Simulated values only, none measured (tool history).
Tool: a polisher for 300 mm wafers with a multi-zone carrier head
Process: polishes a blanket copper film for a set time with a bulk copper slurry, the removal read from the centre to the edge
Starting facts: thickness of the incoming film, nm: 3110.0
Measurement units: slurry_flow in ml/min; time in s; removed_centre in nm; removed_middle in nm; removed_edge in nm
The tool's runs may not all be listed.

| run | hour | slurry_flow | centre_zone | middle_zone | edge_zone | slurry_solids | time | removed_centre | removed_middle | removed_edge |
|---|---|---|---|---|---|---|---|---|---|---|
| 1 | 0 | 295 | 1 | 1 | 1 | 1 | 44 | 263.84 | 258.8 | 261.77 |
| 2 | 4.2 | 295 | 1.06 | 1 | 1 | 1 | 44 | 271.52 | 260.2 | 257.73 |
| 3 | 5.5 | 295 | 1.09 | 0.97 | 0.98 | 0.9 | 38 | 233.84 | 212.94 | 215.9 |
| 4 | 11.9 | 295 | 1.11 | 0.95 | 0.96 | 0.8 | 34 | 206.18 | 183.41 | 185.86 |
| 5 | 12.7 | 220 | 1.11 | 0.95 | 0.96 | 0.8 | 34 | 200.18 | 177.3 | 181.68 |
| 6 | 15.2 | 220 | 1.13 | 0.93 | 0.94 | 0.7 | 32 | 188.33 | 158.14 | 167.34 |
| 7 | 24.1 | 220 | 1.14 | 0.93 | 0.92 | 0.65 | 30 | 175.59 | 148.88 | 150.5 |

Estimate the outcome of run 8 from the log above:
| 8 | 25.4 | 220 | 1.14 | 0.91 | 0.9 | 0.6 | 30 | ? | ? | ? |

removed_centre: 177.84 nm
removed_middle: 142.03 nm
removed_edge: 150.15 nm
